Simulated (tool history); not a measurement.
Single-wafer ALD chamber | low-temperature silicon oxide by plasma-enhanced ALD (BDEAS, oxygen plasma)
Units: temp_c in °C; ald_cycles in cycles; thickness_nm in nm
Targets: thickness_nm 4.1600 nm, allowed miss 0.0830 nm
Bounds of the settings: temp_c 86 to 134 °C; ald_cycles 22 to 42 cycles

run  hour  temp_c  ald_cycles  thickness_nm
  1   0.0     110          32        4.7703
  2   0.9     116          32        4.6937
  3   3.1     116          29        4.2597
  4   5.8     116          32        4.6808
  5   6.5     116          36        5.2425
  6  14.3     119          34        4.9530
  7  20.5     120          32        4.6416
  8  25.2     121          31        4.4927
  9  29.0     122          30        4.3465
 10  35.8     123          30        4.3083
 11  37.8     124          30        4.3211
 12  46.0     125          30        4.3097
 13  54.5     126          30        4.3344

4 next moves are on the table. One of them brings every result within its allowed miss. Which?
  A  63.0     130          32             ?
  B  63.0     124          31             ?
  C  63.0     134          34             ?
  D  63.0     129          29             ?

move  thickness_nm
   A        4.5559
   B        4.4714
   C        4.7983
   D        4.1378
A: further off than the last run
B: further off than the last run
C: further off than the last run
D: meets every target
Answer: D
